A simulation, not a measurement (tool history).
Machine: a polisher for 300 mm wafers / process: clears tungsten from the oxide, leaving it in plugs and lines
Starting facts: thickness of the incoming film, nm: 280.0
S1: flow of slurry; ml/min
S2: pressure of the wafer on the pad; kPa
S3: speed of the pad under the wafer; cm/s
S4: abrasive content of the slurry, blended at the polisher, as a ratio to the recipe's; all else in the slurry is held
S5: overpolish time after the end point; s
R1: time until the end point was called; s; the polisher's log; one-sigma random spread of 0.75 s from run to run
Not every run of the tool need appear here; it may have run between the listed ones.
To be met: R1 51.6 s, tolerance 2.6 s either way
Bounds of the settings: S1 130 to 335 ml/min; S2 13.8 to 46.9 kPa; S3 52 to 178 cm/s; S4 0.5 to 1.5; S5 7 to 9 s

run  hour   S1    S2   S3   S4  S5      R1
  1     0  215  30.3  114    1   9  41.032
  2   0.6  215  30.3  114    1   7  41.134
  3   6.3  215  35.2  114    1   7   34.88
  4   9.4  215  35.2  114  1.2   7  32.752
  5  12.1  215  35.2  114  1.2   7  33.911
  6  18.9  185  35.2  114  1.2   7   34.76
  7  25.4  180  31.7  112  1.2   7  39.047
  8  29.8  180    29  110  1.2   7  43.254
  9  34.3  180  27.6  110  1.2   7  45.568

Which of these 4 next moves meets every target?
  A  38.8  165    29   94   1.2   7   ?
  B  38.8  165  27.6   88   1.2   7   ?
  C  38.8  165  30.3  104   1.2   7   ?
  D  38.8  130  23.4  108  1.15   9   ?

move      R1
   A  51.008
   B  56.979
   C  44.224
   D  57.705
A: hits every target within its allowed miss
B: takes the result that was furthest off past its target
C: lands further from the targets than the last run did
D: takes the result that was furthest off past its target
Answer: A
